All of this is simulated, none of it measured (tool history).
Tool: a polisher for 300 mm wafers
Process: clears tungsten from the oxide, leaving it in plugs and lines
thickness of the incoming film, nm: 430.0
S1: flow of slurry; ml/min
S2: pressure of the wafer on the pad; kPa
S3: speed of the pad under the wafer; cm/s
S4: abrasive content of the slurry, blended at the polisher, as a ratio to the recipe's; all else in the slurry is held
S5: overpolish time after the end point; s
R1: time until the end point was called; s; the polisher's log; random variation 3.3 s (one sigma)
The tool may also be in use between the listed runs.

Run 1, hour 0.0: S1 180 ml/min, S2 24.1 kPa, S3 110 cm/s, S4 1.00, S5 5 s. Result: R1 114.17 s.
Run 2, hour 1.8: S1 180 ml/min, S2 24.1 kPa, S3 110 cm/s, S4 0.85, S5 5 s. Result: R1 118.43 s.
Run 3, hour 9.6: S1 180 ml/min, S2 24.1 kPa, S3 126 cm/s, S4 0.85, S5 5 s. Result: R1 108.49 s.
Run 4, hour 14.1: S1 175 ml/min, S2 20.7 kPa, S3 108 cm/s, S4 0.80, S5 5 s. Result: R1 141.05 s.
Run 5, hour 16.3: S1 170 ml/min, S2 17.9 kPa, S3 94 cm/s, S4 0.80, S5 5 s. Result: R1 181.06 s.
Run 6, hour 16.9: S1 165 ml/min, S2 15.9 kPa, S3 88 cm/s, S4 0.80, S5 5 s. Result: R1 213.27 s.
Run 7, hour 18.0: S1 160 ml/min, S2 14.5 kPa, S3 86 cm/s, S4 0.80, S5 5 s. Result: R1 236.32 s.
Run 8, hour 24.2: S1 155 ml/min, S2 13.8 kPa, S3 86 cm/s, S4 0.80, S5 5 s. Result: R1 256.65 s.

Forecast run 9:
Run 9, hour 30.9: S1 120 ml/min, S2 11.7 kPa, S3 86 cm/s, S4 0.80, S5 5 s. Result: R1 ?.

{"run 9": {"R1": 313.72}}
